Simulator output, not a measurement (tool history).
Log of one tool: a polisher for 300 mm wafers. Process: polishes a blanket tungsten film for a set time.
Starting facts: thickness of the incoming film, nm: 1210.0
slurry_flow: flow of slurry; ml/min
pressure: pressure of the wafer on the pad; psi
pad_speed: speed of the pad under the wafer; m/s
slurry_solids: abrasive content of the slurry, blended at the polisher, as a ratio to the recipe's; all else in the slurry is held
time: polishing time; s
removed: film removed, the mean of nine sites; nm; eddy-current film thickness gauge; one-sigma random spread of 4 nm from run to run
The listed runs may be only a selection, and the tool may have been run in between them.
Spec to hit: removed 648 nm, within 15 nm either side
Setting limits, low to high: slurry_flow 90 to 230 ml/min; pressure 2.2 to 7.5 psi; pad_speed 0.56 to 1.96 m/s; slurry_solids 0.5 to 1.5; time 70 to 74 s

run	hour	slurry_flow	pressure	pad_speed	slurry_solids	time	removed
1	0	150	4.8	1.26	1	70	516.91
2	7.4	150	4.8	0.98	1	70	401.96
3	8.7	150	4.8	0.98	1.2	70	417.94
4	9.4	150	3.7	0.98	1.2	70	340.67
5	17.3	130	3.7	0.98	1.2	70	326.17
6	19.4	130	3.7	0.98	1.05	70	319.59
7	27.3	130	3.7	0.98	1.05	70	319.04
8	32.1	140	4.1	0.98	1.05	70	358.65
9	32.9	150	4.4	0.98	1.05	70	378.7
10	38.3	155	4.7	0.98	1.05	70	409.45
# hour 41.2: slurry nozzle cleaned
11	41.2	195	6.1	1	1.05	70	556.66

Next run, 5 choices. One meets every target within its allowed miss, the rest don't. Which?
A	44.1	205	6.2	1.12	1.1	71	?
B	44.1	180	5.8	0.94	0.85	70	?
C	44.1	225	7	0.62	1.15	74	?
D	44.1	185	5.3	0.88	1.1	71	?
E	44.1	175	6	0.78	1.25	70	?

move	removed
A	651.68
B	483.59
C	452.78
D	450.46
E	450.78
A: hits every target within its allowed miss
B: the biggest miss grows against the last run
C: the biggest miss grows against the last run
D: the biggest miss grows against the last run
E: the biggest miss grows against the last run
Correct choice: A, which meets every target
